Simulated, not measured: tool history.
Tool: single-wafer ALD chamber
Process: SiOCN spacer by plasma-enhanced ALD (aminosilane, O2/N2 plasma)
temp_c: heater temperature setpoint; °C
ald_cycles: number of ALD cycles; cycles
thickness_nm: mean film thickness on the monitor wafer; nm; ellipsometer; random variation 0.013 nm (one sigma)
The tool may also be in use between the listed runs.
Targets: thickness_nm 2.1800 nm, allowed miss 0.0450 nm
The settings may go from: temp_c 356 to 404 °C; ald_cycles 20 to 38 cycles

run	day	temp_c	ald_cycles	thickness_nm
1	0.000	380	29	1.7732
2	0.142	380	30	1.8016
3	0.442	380	32	1.9686
4	0.638	380	34	2.0456
5	0.896	380	35	2.1386
6	1.038	380	31	1.8863
7	1.267	380	32	1.9382
8	1.325	380	33	1.9867
9	1.500	380	34	2.0537
10	1.650	380	35	2.1216

Which of these 4 next moves meets every target?
A	1.800	392	34	?
B	1.800	387	34	?
C	1.800	384	34	?
D	1.800	369	36	?

move	thickness_nm
A	2.0659
B	2.0659
C	2.0659
D	2.1874
A: further off than the last run
B: further off than the last run
C: further off than the last run
D: meets every target
Answer: D
